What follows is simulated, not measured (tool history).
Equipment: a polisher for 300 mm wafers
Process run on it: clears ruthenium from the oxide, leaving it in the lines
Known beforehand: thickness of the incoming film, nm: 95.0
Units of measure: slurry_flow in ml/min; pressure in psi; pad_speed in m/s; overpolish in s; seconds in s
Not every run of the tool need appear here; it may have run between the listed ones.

{"run": 1, "day": 0.0, "slurry_flow": 145, "pressure": 1.4, "pad_speed": 0.94, "overpolish": 15, "seconds": 124.2}
{"run": 2, "day": 0.325, "slurry_flow": 140, "pressure": 1.2, "pad_speed": 0.88, "overpolish": 15, "seconds": 154.25}
{"run": 3, "day": 0.596, "slurry_flow": 140, "pressure": 1.2, "pad_speed": 0.88, "overpolish": 12, "seconds": 155.11}
{"run": 4, "day": 0.921, "slurry_flow": 140, "pressure": 1.2, "pad_speed": 0.78, "overpolish": 12, "seconds": 175.59}
{"day": 1.279, "done": "worn pad replaced by a new one"}
{"run": 5, "day": 1.279, "slurry_flow": 140, "pressure": 1.3, "pad_speed": 0.78, "overpolish": 12, "seconds": 149.72}
{"run": 6, "day": 1.458, "slurry_flow": 140, "pressure": 1.3, "pad_speed": 0.62, "overpolish": 12, "seconds": 189.78}
{"run": 7, "day": 1.758, "slurry_flow": 140, "pressure": 1.2, "pad_speed": 0.62, "overpolish": 12, "seconds": 204.99}
{"run": 8, "day": 2.004, "slurry_flow": 140, "pressure": 1.1, "pad_speed": 0.62, "overpolish": 12, "seconds": 224.39}
{"run": 9, "day": 2.062, "slurry_flow": 140, "pressure": 1.0, "pad_speed": 0.62, "overpolish": 12, "seconds": 238.59}
{"run": 10, "day": 2.312, "slurry_flow": 135, "pressure": 0.9, "pad_speed": 0.62, "overpolish": 12, "seconds": 275.11}

What will run 11 give?
{"run": 11, "day": 2.446, "slurry_flow": 130, "pressure": 0.9, "pad_speed": 0.62, "overpolish": 12, "seconds": "?"}

{"run 11": {"seconds": 272.11}}
